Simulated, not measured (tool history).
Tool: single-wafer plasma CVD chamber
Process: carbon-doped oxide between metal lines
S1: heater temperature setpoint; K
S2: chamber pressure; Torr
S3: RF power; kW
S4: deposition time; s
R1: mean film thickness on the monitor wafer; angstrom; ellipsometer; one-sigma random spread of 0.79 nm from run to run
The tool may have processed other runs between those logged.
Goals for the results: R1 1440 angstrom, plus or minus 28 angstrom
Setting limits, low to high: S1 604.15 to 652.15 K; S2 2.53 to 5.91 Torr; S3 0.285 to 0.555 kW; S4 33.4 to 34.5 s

| run | hour | S1 | S2 | S3 | S4 | R1 |
|---|---|---|---|---|---|---|
| 1 | 0 | 628.15 | 4.22 | 0.42 | 33.4 | 1294.1 |
| 2 | 6.8 | 628.15 | 4.22 | 0.455 | 33.4 | 1358.9 |
| 3 | 13.2 | 633.15 | 4.22 | 0.455 | 33.4 | 1343.8 |
| 4 | 15 | 633.15 | 4.22 | 0.455 | 34.5 | 1376.9 |
| 5 | 16 | 633.15 | 4.22 | 0.455 | 33.4 | 1344.1 |
| 6 | 21.6 | 633.15 | 3.58 | 0.455 | 33.4 | 1305 |
| 7 | 23.3 | 631.15 | 3.69 | 0.455 | 33.4 | 1327.4 |
|  | 32 | capacitance manometer re-zeroed and calibrated |
| 8 | 32 | 629.15 | 3.76 | 0.455 | 33.4 | 1320.4 |

Which single option among these 5 for the next run brings every result within its allowed miss of target? Just one does.
| A | 40.7 | 628.15 | 3.4 | 0.53 | 33.6 | ? |
| B | 40.7 | 632.15 | 3.13 | 0.51 | 33.4 | ? |
| C | 40.7 | 631.15 | 4.6 | 0.455 | 33.5 | ? |
| D | 40.7 | 636.15 | 3.44 | 0.445 | 33.4 | ? |
| E | 40.7 | 626.15 | 3.82 | 0.485 | 33.4 | ? |

| move | R1 |
|---|---|
| A | 1457 |
| B | 1392.5 |
| C | 1368 |
| D | 1285.1 |
| E | 1399.8 |
A: every result lands within tolerance
B: closes in on the targets versus the last run, not all within tolerance yet
C: closes in on the targets versus the last run, not all within tolerance yet
D: the biggest miss grows against the last run
E: closes in on the targets versus the last run, not all within tolerance yet
Correct choice: A, which meets every target
